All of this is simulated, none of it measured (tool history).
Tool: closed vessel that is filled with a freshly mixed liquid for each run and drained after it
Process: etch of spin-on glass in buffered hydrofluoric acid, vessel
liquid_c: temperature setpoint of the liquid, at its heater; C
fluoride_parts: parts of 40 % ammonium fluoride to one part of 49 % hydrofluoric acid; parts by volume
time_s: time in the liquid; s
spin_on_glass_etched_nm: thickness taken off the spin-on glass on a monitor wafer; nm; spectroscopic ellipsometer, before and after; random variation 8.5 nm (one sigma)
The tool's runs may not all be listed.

{"run": 1, "hour": 0.0, "liquid_c": 22, "fluoride_parts": 17, "time_s": 105, "spin_on_glass_etched_nm": 362.55}
{"run": 2, "hour": 8.6, "liquid_c": 23.5, "fluoride_parts": 15, "time_s": 105, "spin_on_glass_etched_nm": 443.3}
{"run": 3, "hour": 11.8, "liquid_c": 25.5, "fluoride_parts": 15, "time_s": 105, "spin_on_glass_etched_nm": 493.83}
{"run": 4, "hour": 18.5, "liquid_c": 26.5, "fluoride_parts": 13.5, "time_s": 105, "spin_on_glass_etched_nm": 582.5}
{"run": 5, "hour": 20.2, "liquid_c": 26.5, "fluoride_parts": 10.5, "time_s": 105, "spin_on_glass_etched_nm": 746.67}
{"run": 6, "hour": 25.1, "liquid_c": 24.5, "fluoride_parts": 10.5, "time_s": 105, "spin_on_glass_etched_nm": 674.41}
{"run": 7, "hour": 28.8, "liquid_c": 25.5, "fluoride_parts": 10, "time_s": 105, "spin_on_glass_etched_nm": 746.76}
{"run": 8, "hour": 36.1, "liquid_c": 26.5, "fluoride_parts": 10, "time_s": 105, "spin_on_glass_etched_nm": 773.29}

Forecast run 9:
{"run": 9, "hour": 44.9, "liquid_c": 30, "fluoride_parts": 8.5, "time_s": 105, "spin_on_glass_etched_nm": "?"}

Run 9 gave spin_on_glass_etched_nm 1067.1 nm.
